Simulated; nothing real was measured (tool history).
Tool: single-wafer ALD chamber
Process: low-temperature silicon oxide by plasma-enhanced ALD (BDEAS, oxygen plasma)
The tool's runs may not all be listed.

| run | hour | heater temperature setpoint (K) | number of ALD cycles (cycles) | mean film thickness on the monitor wafer (Å) |
|---|---|---|---|---|
| 1 | 0 | 358.15 | 23 | 35.491 |
| 2 | 4.6 | 360.15 | 23 | 35.125 |
| 3 | 7.6 | 355.15 | 23 | 35.96 |
| 4 | 16.4 | 358.15 | 23 | 35.264 |
| 5 | 18.1 | 358.15 | 21 | 32.64 |
| 6 | 22.3 | 350.15 | 21 | 33.559 |
| 7 | 30.8 | 352.15 | 21 | 33.075 |

What will run 8 give?
| 8 | 32.2 | 354.15 | 21 | ? |

Run 8 measured mean film thickness on the monitor wafer (Å) 32.913.

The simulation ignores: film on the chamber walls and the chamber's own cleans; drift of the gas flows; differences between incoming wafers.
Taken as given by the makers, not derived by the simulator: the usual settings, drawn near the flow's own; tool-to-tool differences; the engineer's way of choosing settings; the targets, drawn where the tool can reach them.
